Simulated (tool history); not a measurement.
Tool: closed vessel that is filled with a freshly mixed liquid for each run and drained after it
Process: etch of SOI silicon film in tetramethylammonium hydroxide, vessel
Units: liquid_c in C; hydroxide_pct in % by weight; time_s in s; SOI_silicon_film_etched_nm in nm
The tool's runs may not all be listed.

Run 1, hour 0: liquid_c 73 C, hydroxide_pct 14 % by weight, time_s 35 s. Result: SOI_silicon_film_etched_nm 274.89 nm.
Run 2, hour 1: liquid_c 73 C, hydroxide_pct 15 % by weight, time_s 35 s. Result: SOI_silicon_film_etched_nm 262.9 nm.
Run 3, hour 7.7: liquid_c 71 C, hydroxide_pct 15 % by weight, time_s 35 s. Result: SOI_silicon_film_etched_nm 235.42 nm.
Run 4, hour 12.3: liquid_c 71 C, hydroxide_pct 16 % by weight, time_s 35 s. Result: SOI_silicon_film_etched_nm 230.45 nm.
Run 5, hour 18.9: liquid_c 71 C, hydroxide_pct 15 % by weight, time_s 35 s. Result: SOI_silicon_film_etched_nm 236.53 nm.
Run 6, hour 25.3: liquid_c 69 C, hydroxide_pct 15 % by weight, time_s 35 s. Result: SOI_silicon_film_etched_nm 209.67 nm.
Run 7, hour 26.7: liquid_c 63.5 C, hydroxide_pct 15 % by weight, time_s 35 s. Result: SOI_silicon_film_etched_nm 150.72 nm.

The next listed run, before its measurement:
Run 8, hour 28.1: liquid_c 64 C, hydroxide_pct 15 % by weight, time_s 35 s. Result: SOI_silicon_film_etched_nm ?.

Run 8 gave SOI_silicon_film_etched_nm 154.33 nm.
